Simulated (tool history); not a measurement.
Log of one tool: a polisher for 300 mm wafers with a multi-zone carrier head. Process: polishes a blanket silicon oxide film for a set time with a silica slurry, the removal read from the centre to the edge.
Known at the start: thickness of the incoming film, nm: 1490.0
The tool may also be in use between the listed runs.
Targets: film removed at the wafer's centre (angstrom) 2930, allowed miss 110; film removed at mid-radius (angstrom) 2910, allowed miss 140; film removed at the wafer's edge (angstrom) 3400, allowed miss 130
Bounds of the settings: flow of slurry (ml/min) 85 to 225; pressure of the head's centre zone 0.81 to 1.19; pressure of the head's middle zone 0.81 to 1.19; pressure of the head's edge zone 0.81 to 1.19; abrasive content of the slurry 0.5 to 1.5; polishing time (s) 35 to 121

run  hour  flow of slurry (ml/min)  pressure of the head's centre zone  pressure of the head's middle zone  pressure of the head's edge zone  abrasive content of the slurry  polishing time (s)  film removed at the wafer's centre (angstrom)  film removed at mid-radius (angstrom)  film removed at the wafer's edge (angstrom)
  1     0                      145                                   1                                   1                                 1                               1                  78                                         2818.4                                 2754.4                                       2848.6
  2   1.6                      150                                0.99                                0.99                              1.03                               1                  78                                         2772.4                                 2807.6                                       2894.5
  3   9.7                      150                                0.96                                0.99                              1.03                               1                  78                                         2628.2                                 2699.1                                       2879.6
  4  11.1                      150                                0.96                                0.99                              1.03                               1                  65                                         2275.1                                 2288.7                                       2417.2
  5  18.7                      150                                0.89                                0.99                              1.03                               1                  65                                         2113.7                                 2311.5                                       2385.9
  6  22.1                      175                                0.89                                0.99                              1.03                               1                  65                                         2135.2                                   2346                                       2439.2
  7  26.9                      175                                 0.9                                0.98                              1.05                            1.05                  65                                         2212.4                                 2458.6                                         2471
  8  30.1                      160                                 0.9                                0.95                              1.05                             1.1                  68                                         2346.2                                 2457.1                                       2712.8
  9  35.6                      170                                0.94                                0.95                              1.12                            1.35                  69                                         2707.4                                 2806.7                                       3043.8
 10  43.8                      170                                0.94                                0.94                              1.13                            1.35                  69                                         2746.9                                 2751.6                                       3060.7
 11  49.2                      170                                0.94                                0.93                              1.14                            1.35                  69                                         2773.5                                   2700                                       3136.6
 12  56.8                      170                                0.94                                0.93                              1.15                            1.35                  69                                         2719.2                                 2760.5                                       3085.9
 13  59.6                      170                                0.94                                0.92                              1.15                            1.35                  69                                           2720                                   2709                                       3054.3
 14  62.9                      165                                0.93                                0.91                              1.16                            1.45                  71                                         2875.4                                 2788.2                                       3294.7

Which of these 5 next moves meets every target?
  A  66.2                      160                                0.98                                0.81                              1.17                            1.45                  73                                              ?                                      ?                                            ?
  B  66.2                      150                                0.89                                0.81                              1.19                            1.45                  75                                              ?                                      ?                                            ?
  C  66.2                      175                                0.92                                0.89                              1.17                            1.35                  76                                              ?                                      ?                                            ?
  D  66.2                      190                                0.95                                0.97                              1.19                             1.4                  67                                              ?                                      ?                                            ?
  E  66.2                      185                                 0.9                                0.94                              1.14                            1.45                  69                                              ?                                      ?                                            ?

move  film removed at the wafer's centre (angstrom)  film removed at mid-radius (angstrom)  film removed at the wafer's edge (angstrom)
   A                                         3097.7                                 2643.8                                       3317.4
   B                                         2847.6                                 2683.5                                       3398.1
   C                                         2998.8                                 2940.7                                       3395.9
   D                                         2813.4                                 2863.2                                       3082.6
   E                                         2766.9                                 2899.4                                       3159.7
A: further off than the last run
B: further off than the last run
C: meets every target
D: brings the result that was furthest off to its target, and leaves another outside
E: brings the result that was furthest off to its target, and leaves another outside
Move C is the one to make.

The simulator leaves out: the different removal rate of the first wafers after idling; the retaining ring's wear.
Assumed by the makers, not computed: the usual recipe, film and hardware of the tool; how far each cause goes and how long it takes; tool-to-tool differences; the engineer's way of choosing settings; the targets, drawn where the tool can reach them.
